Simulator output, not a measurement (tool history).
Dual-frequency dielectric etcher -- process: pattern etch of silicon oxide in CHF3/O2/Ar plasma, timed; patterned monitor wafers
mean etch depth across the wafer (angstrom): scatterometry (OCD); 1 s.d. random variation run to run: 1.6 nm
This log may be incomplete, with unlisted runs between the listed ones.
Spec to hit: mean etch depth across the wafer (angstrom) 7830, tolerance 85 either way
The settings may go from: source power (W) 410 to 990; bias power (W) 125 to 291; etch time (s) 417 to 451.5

run	hour	source power (W)	bias power (W)	etch time (s)	mean etch depth across the wafer (angstrom)
1	0	700	208	451.5	9026
2	5.4	670	207	451.5	8824.1
3	9.1	650	207	451.5	8710.3
4	16.5	710	207	451.5	9062.6
5	20.2	710	235	451.5	9538.6
6	21.2	710	235	451.5	9533.7
7	22.5	670	234	451.5	9262.9
8	27.6	640	233	451.5	9018.7
9	36.5	620	233	451.5	8917
10	42.6	620	233	451.5	8907.3
11	49.5	600	233	451.5	8756
12	57.2	580	233	451.5	8654.3
13	61.8	560	233	451.5	8481.6
14	67	550	233	451.5	8392.4
15	73.6	550	233	451.5	8418.3
16	76.2	540	233	451.5	8326.6

Consider the 5 candidate settings below. Which is the only one whose results all fall within their allowed miss of target?
A	78.8	500	242	423	?
B	78.8	650	161	450	?
C	78.8	510	239	445	?
D	78.8	530	227	417	?
E	78.8	590	228	447	?

move	mean etch depth across the wafer (angstrom)
A	7626.5
B	7853.8
C	8063.2
D	7544.3
E	8542.5
A: takes the biggest miss from the last run beyond its target
B: all results in spec
C: closes in on the targets versus the last run, not all within tolerance yet
D: takes the biggest miss from the last run beyond its target
E: further off than the last run
The move that meets every target is B.
